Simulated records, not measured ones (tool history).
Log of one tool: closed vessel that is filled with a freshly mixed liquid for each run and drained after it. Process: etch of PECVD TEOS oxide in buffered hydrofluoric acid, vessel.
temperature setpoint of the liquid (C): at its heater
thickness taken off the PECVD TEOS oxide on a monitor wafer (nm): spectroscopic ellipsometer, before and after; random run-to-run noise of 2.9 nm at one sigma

run,hour,temperature setpoint of the liquid (C),parts of 40 % ammonium fluoride to one part of 49 % hydrofluoric acid (parts by volume),time in the liquid (s),thickness taken off the PECVD TEOS oxide on a monitor wafer (nm)
1,0.0,24.0,8,95,241.46
2,6.7,24.0,8,100,254.13
3,11.8,26.5,8,100,291.04
4,15.6,26.5,7,100,332.00
5,19.6,26.5,7,100,331.73
6,21.1,24.0,7,100,295.80

Run 7 has not been measured yet. What should we expect?
# hour 29.7: thermometer replaced
7,29.7,26.0,7,100,?

Run 7 yielded thickness taken off the PECVD TEOS oxide on a monitor wafer (nm) 300.51.
